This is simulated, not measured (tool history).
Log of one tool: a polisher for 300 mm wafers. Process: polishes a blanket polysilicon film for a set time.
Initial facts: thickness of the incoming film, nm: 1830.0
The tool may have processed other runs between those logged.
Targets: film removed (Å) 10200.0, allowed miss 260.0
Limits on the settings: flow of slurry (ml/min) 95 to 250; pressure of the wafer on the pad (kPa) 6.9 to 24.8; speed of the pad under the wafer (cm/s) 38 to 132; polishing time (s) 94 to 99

run	hour	flow of slurry (ml/min)	pressure of the wafer on the pad (kPa)	speed of the pad under the wafer (cm/s)	polishing time (s)	film removed (Å)
1	0.0	160	15.9	84	94	6166.1
2	3.0	160	20.0	84	94	7153.7
3	8.3	160	20.0	100	94	8481.2
4	11.8	160	20.0	100	94	8506.8
5	13.3	185	20.0	100	94	8590.5
6	14.2	185	20.7	100	94	8962.8
7	14.9	190	21.4	100	94	9002.2
8	21.4	190	22.1	100	94	9295.7
9	22.7	220	23.4	100	94	9821.7

Of the 4 settings listed for the next run, only one would bring every result within its allowed miss of target. Which one?
A	24.0	145	22.1	100	96	?
B	24.0	185	22.1	104	94	?
C	24.0	250	24.8	98	94	?
D	24.0	250	24.1	94	95	?

move	film removed (Å)
A	9318.5
B	9741.8
C	10338.0
D	9823.0
A: the biggest miss grows against the last run
B: the biggest miss grows against the last run
C: all results land within tolerance of their targets
D: roughly where the last run was
Move C is the one to make.
